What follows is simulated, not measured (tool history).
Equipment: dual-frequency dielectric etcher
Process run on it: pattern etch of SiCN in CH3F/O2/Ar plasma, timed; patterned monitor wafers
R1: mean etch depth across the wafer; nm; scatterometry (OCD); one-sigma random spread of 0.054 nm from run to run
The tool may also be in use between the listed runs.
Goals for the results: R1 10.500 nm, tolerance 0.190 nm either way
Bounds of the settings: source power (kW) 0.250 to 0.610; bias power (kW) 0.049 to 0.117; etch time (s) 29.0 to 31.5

Run 1, hour 0.0: source power (kW) 0.430, bias power (kW) 0.083, etch time (s) 31.5. Result: R1 12.144 nm.
Run 2, hour 2.5: source power (kW) 0.390, bias power (kW) 0.082, etch time (s) 31.5. Result: R1 11.645 nm.
Run 3, hour 11.2: source power (kW) 0.350, bias power (kW) 0.082, etch time (s) 31.5. Result: R1 11.075 nm.
Run 4, hour 19.5: source power (kW) 0.340, bias power (kW) 0.082, etch time (s) 31.5. Result: R1 11.006 nm.
Run 5, hour 27.9: source power (kW) 0.330, bias power (kW) 0.082, etch time (s) 31.5. Result: R1 10.847 nm.
Run 6, hour 29.6: source power (kW) 0.390, bias power (kW) 0.082, etch time (s) 31.5. Result: R1 11.524 nm.
Run 7, hour 31.0: source power (kW) 0.360, bias power (kW) 0.081, etch time (s) 31.5. Result: R1 11.200 nm.
Run 8, hour 36.3: source power (kW) 0.340, bias power (kW) 0.080, etch time (s) 31.5. Result: R1 10.914 nm.
Run 9, hour 44.1: source power (kW) 0.330, bias power (kW) 0.080, etch time (s) 31.5. Result: R1 10.751 nm.

Exercise: of the 4 proposed moves below, exactly one satisfies all targets within the stated allowed misses. Which move is it?
Run A, hour 51.9: source power (kW) 0.330, bias power (kW) 0.080, etch time (s) 31.0. Result: R1 ?.
Run B, hour 51.9: source power (kW) 0.340, bias power (kW) 0.087, etch time (s) 30.5. Result: R1 ?.
Run C, hour 51.9: source power (kW) 0.430, bias power (kW) 0.076, etch time (s) 29.0. Result: R1 ?.
Run D, hour 51.9: source power (kW) 0.360, bias power (kW) 0.088, etch time (s) 30.5. Result: R1 ?.

move      R1
   A  10.610
   B  10.823
   C  10.937
   D  11.122
A: meets every target
B: misses by more than the last run did
C: misses by more than the last run did
D: misses by more than the last run did
Answer: A

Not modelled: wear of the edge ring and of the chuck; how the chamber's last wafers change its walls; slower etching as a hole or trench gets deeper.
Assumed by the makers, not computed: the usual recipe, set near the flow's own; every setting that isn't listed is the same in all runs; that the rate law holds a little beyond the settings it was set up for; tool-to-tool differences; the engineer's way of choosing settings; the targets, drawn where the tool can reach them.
